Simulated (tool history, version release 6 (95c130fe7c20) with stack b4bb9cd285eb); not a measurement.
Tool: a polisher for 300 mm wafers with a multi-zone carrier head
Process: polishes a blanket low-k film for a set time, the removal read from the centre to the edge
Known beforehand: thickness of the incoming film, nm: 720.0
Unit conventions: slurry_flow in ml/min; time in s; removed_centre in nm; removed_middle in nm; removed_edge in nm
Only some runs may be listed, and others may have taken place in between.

| run | hour | slurry_flow | centre_zone | middle_zone | edge_zone | slurry_solids | time | removed_centre | removed_middle | removed_edge |
|---|---|---|---|---|---|---|---|---|---|---|
| 1 | 0 | 205 | 1 | 1 | 1 | 1 | 85 | 40.954 | 39.333 | 41.071 |
| 2 | 1.8 | 205 | 1 | 0.96 | 1 | 1 | 85 | 40.616 | 37.49 | 41.89 |
| 3 | 9.5 | 205 | 1 | 1.03 | 1 | 1 | 85 | 41.554 | 40.789 | 40.972 |
| 4 | 16 | 210 | 0.99 | 1.05 | 1.04 | 1.15 | 86 | 45.359 | 45.41 | 46.386 |
| 5 | 18.4 | 210 | 0.95 | 1.05 | 1.04 | 1.15 | 86 | 42.911 | 46.325 | 46.07 |
| 6 | 19.2 | 220 | 0.97 | 1.07 | 1.08 | 1.2 | 86 | 45.813 | 46.879 | 48.749 |

Expected results for the next run?
| 7 | 23 | 225 | 0.97 | 1.1 | 1.1 | 1.25 | 86 | ? | ? | ? |

Logged for run 7: removed_centre 45.656 nm, removed_middle 49.967 nm, removed_edge 50.538 nm.

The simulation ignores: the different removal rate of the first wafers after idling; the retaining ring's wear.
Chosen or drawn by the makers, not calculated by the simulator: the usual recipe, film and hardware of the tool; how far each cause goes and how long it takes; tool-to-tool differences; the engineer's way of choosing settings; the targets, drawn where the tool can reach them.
